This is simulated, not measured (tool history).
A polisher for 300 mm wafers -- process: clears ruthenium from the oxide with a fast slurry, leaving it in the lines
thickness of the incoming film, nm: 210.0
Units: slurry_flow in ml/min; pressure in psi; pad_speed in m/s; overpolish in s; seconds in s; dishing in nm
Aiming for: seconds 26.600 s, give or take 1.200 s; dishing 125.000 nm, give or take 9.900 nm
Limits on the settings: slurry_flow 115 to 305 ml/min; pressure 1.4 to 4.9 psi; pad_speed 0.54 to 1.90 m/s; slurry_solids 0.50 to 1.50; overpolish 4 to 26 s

run	day	slurry_flow	pressure	pad_speed	slurry_solids	overpolish	seconds	dishing
1	0.000	195	3.1	1.22	1.00	13	39.398	62.963
2	0.204	195	3.6	1.22	1.00	13	35.213	70.610
3	0.354	165	3.6	1.22	1.00	13	35.587	69.892
4	0.500	165	3.9	1.22	1.00	14	33.346	79.740
5	0.650	165	3.9	1.22	1.10	14	31.088	85.066
6	0.942	165	4.1	1.22	1.10	15	29.833	88.029
7	1.183	165	4.3	1.22	1.10	16	28.113	96.618
8	1.517	165	4.4	1.22	1.10	17	28.987	109.310
9	1.883	165	4.5	1.22	1.10	17	27.096	112.320
10	2.004	165	4.6	1.22	1.10	18	27.387	115.380

5 next moves are on the table. One of them brings every result within its allowed miss. Which?
A	2.125	155	4.7	1.26	1.05	16	?	?
B	2.125	155	4.5	1.34	1.05	20	?	?
C	2.125	195	4.8	1.16	1.15	16	?	?
D	2.125	175	4.9	1.28	0.95	15	?	?
E	2.125	145	4.3	1.20	1.20	18	?	?

move	seconds	dishing
A	26.873	104.080
B	26.320	125.370
C	26.340	105.730
D	26.218	100.840
E	29.080	107.300
A: its largest miss is bigger than the last run's
B: all results in spec
C: its largest miss is bigger than the last run's
D: its largest miss is bigger than the last run's
E: its largest miss is bigger than the last run's
Answer: B
